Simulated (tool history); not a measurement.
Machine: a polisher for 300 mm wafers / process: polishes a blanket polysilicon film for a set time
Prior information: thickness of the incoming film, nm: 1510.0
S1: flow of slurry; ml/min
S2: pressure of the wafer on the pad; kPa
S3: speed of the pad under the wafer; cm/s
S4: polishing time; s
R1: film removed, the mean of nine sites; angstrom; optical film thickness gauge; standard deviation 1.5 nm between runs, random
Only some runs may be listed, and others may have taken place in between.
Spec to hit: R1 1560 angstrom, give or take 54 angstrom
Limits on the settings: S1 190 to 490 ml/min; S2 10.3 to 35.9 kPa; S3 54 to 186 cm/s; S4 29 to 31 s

Run 1, hour 0: S1 315 ml/min, S2 22.8 kPa, S3 118 cm/s, S4 31 s. Result: R1 2976.5 angstrom.
Run 2, hour 4.6: S1 315 ml/min, S2 22.8 kPa, S3 142 cm/s, S4 31 s. Result: R1 3489.8 angstrom.
Run 3, hour 10.5: S1 315 ml/min, S2 18.6 kPa, S3 130 cm/s, S4 31 s. Result: R1 2658.7 angstrom.
Run 4, hour 15.9: S1 315 ml/min, S2 18.6 kPa, S3 112 cm/s, S4 31 s. Result: R1 2386.8 angstrom.
Run 5, hour 23.4: S1 315 ml/min, S2 18.6 kPa, S3 112 cm/s, S4 29 s. Result: R1 2228 angstrom.
Run 6, hour 28.3: S1 250 ml/min, S2 18.6 kPa, S3 112 cm/s, S4 29 s. Result: R1 2229.9 angstrom.
Run 7, hour 31: S1 250 ml/min, S2 15.9 kPa, S3 112 cm/s, S4 29 s. Result: R1 1930.6 angstrom.
Run 8, hour 36: S1 250 ml/min, S2 14.5 kPa, S3 112 cm/s, S4 29 s. Result: R1 1753.6 angstrom.
Run 9, hour 41.8: S1 250 ml/min, S2 13.8 kPa, S3 112 cm/s, S4 29 s. Result: R1 1714.3 angstrom.

Exercise: of the 5 proposed moves below, exactly one satisfies all targets within the stated allowed misses. Which move is it?
Run A, hour 47.6: S1 285 ml/min, S2 17.2 kPa, S3 82 cm/s, S4 29 s. Result: R1 ?.
Run B, hour 47.6: S1 235 ml/min, S2 13.1 kPa, S3 126 cm/s, S4 29 s. Result: R1 ?.
Run C, hour 47.6: S1 190 ml/min, S2 16.5 kPa, S3 80 cm/s, S4 29 s. Result: R1 ?.
Run D, hour 47.6: S1 340 ml/min, S2 13.8 kPa, S3 124 cm/s, S4 29 s. Result: R1 ?.
Run E, hour 47.6: S1 220 ml/min, S2 15.2 kPa, S3 134 cm/s, S4 29 s. Result: R1 ?.

move      R1
   A  1677.4
   B  1752.1
   C  1550.6
   D  1852.7
   E  2086.2
A: better than the last run, though not everything is in spec
B: misses by more than the last run did
C: every result lands within tolerance
D: misses by more than the last run did
E: misses by more than the last run did
Answer: C
